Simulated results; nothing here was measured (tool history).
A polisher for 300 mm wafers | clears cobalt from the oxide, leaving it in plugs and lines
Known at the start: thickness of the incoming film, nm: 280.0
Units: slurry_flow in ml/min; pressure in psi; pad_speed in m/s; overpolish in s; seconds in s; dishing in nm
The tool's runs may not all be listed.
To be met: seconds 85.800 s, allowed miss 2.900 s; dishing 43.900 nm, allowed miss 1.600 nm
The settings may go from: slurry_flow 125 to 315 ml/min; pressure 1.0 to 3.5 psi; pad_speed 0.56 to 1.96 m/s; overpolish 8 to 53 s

Run 1, hour 0.0: slurry_flow 205 ml/min, pressure 2.2 psi, pad_speed 1.26 m/s, overpolish 27 s. Result: seconds 46.194 s, dishing 61.427 nm.
Run 2, hour 6.2: slurry_flow 205 ml/min, pressure 2.0 psi, pad_speed 1.24 m/s, overpolish 24 s. Result: seconds 50.345 s, dishing 57.868 nm.
Run 3, hour 7.3: slurry_flow 205 ml/min, pressure 1.8 psi, pad_speed 1.20 m/s, overpolish 22 s. Result: seconds 57.453 s, dishing 52.144 nm.
Run 4, hour 12.4: slurry_flow 245 ml/min, pressure 1.8 psi, pad_speed 1.20 m/s, overpolish 22 s. Result: seconds 56.016 s, dishing 52.711 nm.
Run 5, hour 13.4: slurry_flow 245 ml/min, pressure 1.6 psi, pad_speed 1.18 m/s, overpolish 22 s. Result: seconds 62.505 s, dishing 50.114 nm.
Run 6, hour 14.3: slurry_flow 245 ml/min, pressure 1.5 psi, pad_speed 1.18 m/s, overpolish 22 s. Result: seconds 65.071 s, dishing 49.149 nm.
Run 7, hour 20.8: slurry_flow 245 ml/min, pressure 1.4 psi, pad_speed 1.16 m/s, overpolish 22 s. Result: seconds 69.255 s, dishing 46.500 nm.
Run 8, hour 27.4: slurry_flow 245 ml/min, pressure 1.3 psi, pad_speed 1.16 m/s, overpolish 23 s. Result: seconds 74.223 s, dishing 46.578 nm.
Run 9, hour 30.7: slurry_flow 240 ml/min, pressure 1.3 psi, pad_speed 1.16 m/s, overpolish 23 s. Result: seconds 72.963 s, dishing 46.638 nm.
Run 10, hour 38.4: slurry_flow 240 ml/min, pressure 1.0 psi, pad_speed 1.12 m/s, overpolish 22 s. Result: seconds 91.560 s, dishing 40.764 nm.
Run 11, hour 40.6: slurry_flow 245 ml/min, pressure 1.1 psi, pad_speed 1.12 m/s, overpolish 26 s. Result: seconds 86.047 s, dishing 45.717 nm.

4 next moves are on the table. One of them brings every result within its allowed miss. Which?
Run A, hour 42.8: slurry_flow 265 ml/min, pressure 1.0 psi, pad_speed 1.16 m/s, overpolish 28 s. Result: seconds ?, dishing ?.
Run B, hour 42.8: slurry_flow 215 ml/min, pressure 1.1 psi, pad_speed 1.08 m/s, overpolish 31 s. Result: seconds ?, dishing ?.
Run C, hour 42.8: slurry_flow 240 ml/min, pressure 1.0 psi, pad_speed 1.20 m/s, overpolish 24 s. Result: seconds ?, dishing ?.
Run D, hour 42.8: slurry_flow 265 ml/min, pressure 1.1 psi, pad_speed 1.08 m/s, overpolish 29 s. Result: seconds ?, dishing ?.

move  seconds  dishing
   A   88.646   47.535
   B   90.945   49.522
   C   86.743   44.041
   D   88.703   48.436
A: further off than the last run
B: further off than the last run
C: meets every target
D: further off than the last run
Answer: C
